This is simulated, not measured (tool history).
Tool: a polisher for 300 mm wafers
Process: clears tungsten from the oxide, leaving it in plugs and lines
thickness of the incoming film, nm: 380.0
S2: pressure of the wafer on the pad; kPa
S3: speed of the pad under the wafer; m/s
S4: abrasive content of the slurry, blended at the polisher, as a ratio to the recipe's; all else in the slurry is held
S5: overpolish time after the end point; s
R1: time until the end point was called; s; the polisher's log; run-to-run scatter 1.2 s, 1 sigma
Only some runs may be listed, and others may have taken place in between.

{"run": 1, "hour": 0.0, "flow of slurry (ml/min)": 145, "S2": 31, "S3": 1.12, "S4": 1, "S5": 8, "R1": 59.302}
{"run": 2, "hour": 7.7, "flow of slurry (ml/min)": 145, "S2": 36.5, "S3": 1.12, "S4": 1, "S5": 8, "R1": 52.381}
{"run": 3, "hour": 9.5, "flow of slurry (ml/min)": 145, "S2": 32.4, "S3": 1.1, "S4": 1, "S5": 8, "R1": 59.77}
{"run": 4, "hour": 13.1, "flow of slurry (ml/min)": 145, "S2": 29, "S3": 1.1, "S4": 1, "S5": 8, "R1": 65}
{"run": 5, "hour": 18.6, "flow of slurry (ml/min)": 145, "S2": 29, "S3": 1.38, "S4": 1, "S5": 8, "R1": 52.425}
{"run": 6, "hour": 24.2, "flow of slurry (ml/min)": 145, "S2": 26.2, "S3": 1.34, "S4": 1, "S5": 8, "R1": 57.447}

Expected results for the next run?
{"run": 7, "hour": 26.1, "flow of slurry (ml/min)": 145, "S2": 24.1, "S3": 1.3, "S4": 1, "S5": 8, "R1": "?"}

Logged for run 7: R1 63.539 s.
